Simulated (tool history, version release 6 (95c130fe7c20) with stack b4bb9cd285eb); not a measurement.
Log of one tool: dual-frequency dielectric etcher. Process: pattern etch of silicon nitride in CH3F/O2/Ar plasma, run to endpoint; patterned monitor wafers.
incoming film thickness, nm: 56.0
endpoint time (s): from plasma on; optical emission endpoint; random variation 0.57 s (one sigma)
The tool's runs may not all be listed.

run    day  source power (kW)  bias power (kW)  endpoint time (s)
  1      0               0.43            0.098             71.898
  2    0.2               0.46            0.098             71.132
  3  0.229               0.44            0.096             71.999
  4   0.35                0.4            0.096             74.679
  5  0.583               0.33            0.096             78.207
  6  0.762               0.33            0.103             76.919
  7    1.1               0.32            0.102             76.381

The next listed run, before its measurement:
  8  1.392               0.31            0.101                  ?

{"run 8": {"endpoint time (s)": 77.453}}
